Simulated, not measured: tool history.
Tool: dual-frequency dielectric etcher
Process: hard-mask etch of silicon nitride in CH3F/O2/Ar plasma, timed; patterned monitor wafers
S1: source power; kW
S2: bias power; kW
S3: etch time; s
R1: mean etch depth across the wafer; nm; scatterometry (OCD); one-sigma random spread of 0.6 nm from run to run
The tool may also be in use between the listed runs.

run 1 day=0 | S1=0.45 S2=0.053 S3=168 | R1=113.9
run 2 day=0.304 | S1=0.45 S2=0.045 S3=168 | R1=108.98
run 3 day=0.392 | S1=0.45 S2=0.045 S3=155 | R1=99.274
run 4 day=0.562 | S1=0.41 S2=0.043 S3=155 | R1=94.035
run 5 day=0.933 | S1=0.41 S2=0.043 S3=155 | R1=94.046
run 6 day=1.062 | S1=0.39 S2=0.042 S3=155 | R1=91.555
run 7 day=1.379 | S1=0.38 S2=0.042 S3=155 | R1=89.706

Forecast run 8:
run 8 day=1.717 | S1=0.37 S2=0.042 S3=155 | R1=?

Run 8 yielded R1 88.513 nm.

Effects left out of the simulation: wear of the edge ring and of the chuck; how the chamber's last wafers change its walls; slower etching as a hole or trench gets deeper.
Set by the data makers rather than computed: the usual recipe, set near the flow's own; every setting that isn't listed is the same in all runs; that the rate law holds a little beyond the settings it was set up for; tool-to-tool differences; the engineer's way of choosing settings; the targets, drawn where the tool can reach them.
